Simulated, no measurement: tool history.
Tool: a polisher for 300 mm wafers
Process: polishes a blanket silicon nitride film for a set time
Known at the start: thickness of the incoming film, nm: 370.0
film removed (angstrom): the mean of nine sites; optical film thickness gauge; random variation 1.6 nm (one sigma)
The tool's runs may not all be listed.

run  hour  flow of slurry (ml/min)  pressure of the wafer on the pad (psi)  speed of the pad under the wafer (m/s)  polishing time (s)  film removed (angstrom)
  1     0                      135                                       4                                     1.3                  66                   1305.3
  2   3.8                      140                                     4.4                                     1.3                  66                   1467.1
  3   5.6                      160                                     4.4                                     1.3                  66                     1472
  4  11.7                      160                                     3.5                                     1.3                  66                   1202.9
  5  17.1                      160                                     2.9                                     1.3                  66                   998.39
  6  24.9                      175                                     2.9                                     1.3                  66                   996.43
  7  28.1                      175                                     3.5                                     1.3                  66                   1216.9
  8  32.2                      190                                     4.6                                    1.32                  66                   1614.1
  9    36                      190                                     4.8                                    1.32                  66                   1675.5
 10  37.1                      190                                       5                                    1.32                  66                   1757.7
 11  40.3                      190                                     5.2                                    1.32                  66                   1804.6
 12  41.9                      190                                     5.4                                    1.32                  66                   1865.9
 13    45                      190                                     5.5                                    1.32                  66                   1907.7

Forecast run 14:
 14    47                      190                                     5.6                                    1.32                  66                        ?

{"run 14": {"film removed (angstrom)": 1942.5}}

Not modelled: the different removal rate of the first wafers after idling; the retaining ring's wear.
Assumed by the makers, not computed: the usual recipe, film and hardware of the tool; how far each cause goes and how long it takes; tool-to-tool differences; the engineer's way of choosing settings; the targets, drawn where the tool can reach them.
